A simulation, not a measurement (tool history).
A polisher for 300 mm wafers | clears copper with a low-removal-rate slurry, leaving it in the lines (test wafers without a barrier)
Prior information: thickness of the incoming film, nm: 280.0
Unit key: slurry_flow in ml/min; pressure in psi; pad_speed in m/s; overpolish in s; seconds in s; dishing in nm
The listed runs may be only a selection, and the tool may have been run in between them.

run,day,slurry_flow,pressure,pad_speed,slurry_solids,overpolish,seconds,dishing
1,0.000,170,3.8,0.96,1.0,27,83.289,60.456
2,0.154,170,4.1,0.96,1.0,31,76.054,72.002
3,0.433,195,4.1,0.96,1.0,31,75.617,71.392
4,0.708,195,3.3,0.96,1.0,31,90.408,61.232
5,1.004,160,3.3,0.96,1.0,31,91.979,60.798
6,1.200,160,3.8,0.96,1.0,34,83.132,71.165
7,1.238,160,4.2,0.96,1.0,36,76.720,78.584

The next listed run, before its measurement:
8,1.554,160,4.5,0.96,1.0,38,?,?

Run 8 yielded seconds 73.013 s, dishing 88.009 nm.

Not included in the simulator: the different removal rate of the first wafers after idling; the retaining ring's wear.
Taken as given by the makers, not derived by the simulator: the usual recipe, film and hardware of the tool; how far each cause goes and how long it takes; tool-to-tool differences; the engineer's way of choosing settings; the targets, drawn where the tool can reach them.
